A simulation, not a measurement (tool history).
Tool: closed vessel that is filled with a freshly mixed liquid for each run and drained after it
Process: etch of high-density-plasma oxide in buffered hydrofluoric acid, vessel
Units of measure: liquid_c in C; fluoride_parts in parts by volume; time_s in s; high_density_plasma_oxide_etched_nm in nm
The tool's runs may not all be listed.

run,hour,liquid_c,fluoride_parts,time_s,high_density_plasma_oxide_etched_nm
1,0,25,9,100,187.79
2,3.6,24,9,100,177.2
3,9.6,24,7.5,100,220.62
4,16.4,24,7.5,105,226.77
5,23.3,27.5,7.5,105,278.5
6,29.3,25,8,105,222.57
7,32.3,23,8,105,200.87

Run 8, settings as shown, results not yet in. Your forecast:
8,34.8,21.5,8,105,?

Run 8 came out at high_density_plasma_oxide_etched_nm 185.13 nm.

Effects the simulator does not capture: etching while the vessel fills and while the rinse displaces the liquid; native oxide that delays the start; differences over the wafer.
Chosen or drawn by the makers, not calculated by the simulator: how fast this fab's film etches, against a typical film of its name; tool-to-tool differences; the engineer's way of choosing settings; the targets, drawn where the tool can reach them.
